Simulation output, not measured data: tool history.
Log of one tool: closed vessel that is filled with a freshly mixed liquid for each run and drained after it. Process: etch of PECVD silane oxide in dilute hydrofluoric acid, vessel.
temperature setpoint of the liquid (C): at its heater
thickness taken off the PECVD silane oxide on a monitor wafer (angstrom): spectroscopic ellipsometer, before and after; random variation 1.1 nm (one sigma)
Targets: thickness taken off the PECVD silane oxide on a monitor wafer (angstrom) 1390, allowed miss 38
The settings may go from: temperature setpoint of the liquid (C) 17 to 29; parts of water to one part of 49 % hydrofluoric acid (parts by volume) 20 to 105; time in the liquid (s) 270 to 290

run    day  temperature setpoint of the liquid (C)  parts of water to one part of 49 % hydrofluoric acid (parts by volume)  time in the liquid (s)  thickness taken off the PECVD silane oxide on a monitor wafer (angstrom)
  1      0                                      21                                                                      55                     270                                                                     765.2
  2  0.267                                    22.5                                                                      50                     270                                                                    908.65
  3  0.492                                      24                                                                      50                     270                                                                    961.98
  4  0.804                                      25                                                                      50                     270                                                                      1012
  5  0.983                                    25.5                                                                      50                     270                                                                    1030.1
  6  1.125                                      23                                                                      50                     270                                                                    936.32
  7  1.346                                      24                                                                      50                     270                                                                    954.71
  8  1.729                                      24                                                                      50                     270                                                                    971.95
  9  1.783                                      28                                                                      40                     270                                                                    1445.1

4 next moves are on the table. One of them brings every result within its allowed miss. Which?
  A  1.838                                    28.5                                                                      45                     270                                                                         ?
  B  1.838                                      29                                                                      50                     290                                                                         ?
  C  1.838                                      27                                                                      40                     270                                                                         ?
  D  1.838                                      28                                                                      45                     275                                                                         ?

move  thickness taken off the PECVD silane oxide on a monitor wafer (angstrom)
   A                                                                    1312.8
   B                                                                    1284.8
   C                                                                    1400.6
   D                                                                    1310.6
A: takes the result that was furthest off past its target
B: takes the result that was furthest off past its target
C: meets every target
D: takes the result that was furthest off past its target
Move C is the one to make.
